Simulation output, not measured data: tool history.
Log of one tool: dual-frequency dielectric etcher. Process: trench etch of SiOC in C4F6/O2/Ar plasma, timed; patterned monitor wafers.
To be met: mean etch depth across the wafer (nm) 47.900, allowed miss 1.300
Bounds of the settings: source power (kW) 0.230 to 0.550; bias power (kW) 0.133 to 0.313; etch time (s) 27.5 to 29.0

| run | hour | source power (kW) | bias power (kW) | etch time (s) | mean etch depth across the wafer (nm) |
|---|---|---|---|---|---|
| 1 | 0.0 | 0.390 | 0.223 | 27.5 | 60.469 |
| 2 | 1.4 | 0.390 | 0.187 | 27.5 | 58.520 |
| 3 | 8.7 | 0.370 | 0.181 | 27.5 | 56.468 |
| 4 | 10.2 | 0.350 | 0.178 | 27.5 | 54.342 |
| 5 | 16.8 | 0.390 | 0.178 | 27.5 | 57.996 |
| 6 | 24.3 | 0.440 | 0.178 | 27.5 | 61.270 |
| 7 | 32.6 | 0.360 | 0.133 | 27.5 | 52.646 |
| 8 | 37.0 | 0.350 | 0.133 | 27.5 | 51.636 |
| 9 | 38.0 | 0.340 | 0.133 | 27.5 | 50.668 |
| 10 | 40.8 | 0.330 | 0.133 | 27.5 | 49.732 |

5 next moves are on the table. One of them brings every result within its allowed miss. Which?
| A | 43.6 | 0.340 | 0.153 | 27.5 | ? |
| B | 43.6 | 0.310 | 0.138 | 29.0 | ? |
| C | 43.6 | 0.370 | 0.147 | 27.5 | ? |
| D | 43.6 | 0.280 | 0.135 | 28.5 | ? |
| E | 43.6 | 0.310 | 0.133 | 29.0 | ? |

| move | mean etch depth across the wafer (nm) |
|---|---|
| A | 52.266 |
| B | 51.560 |
| C | 54.024 |
| D | 47.889 |
| E | 51.191 |
A: further off than the last run
B: further off than the last run
C: further off than the last run
D: meets every target
E: further off than the last run
The right move is D.
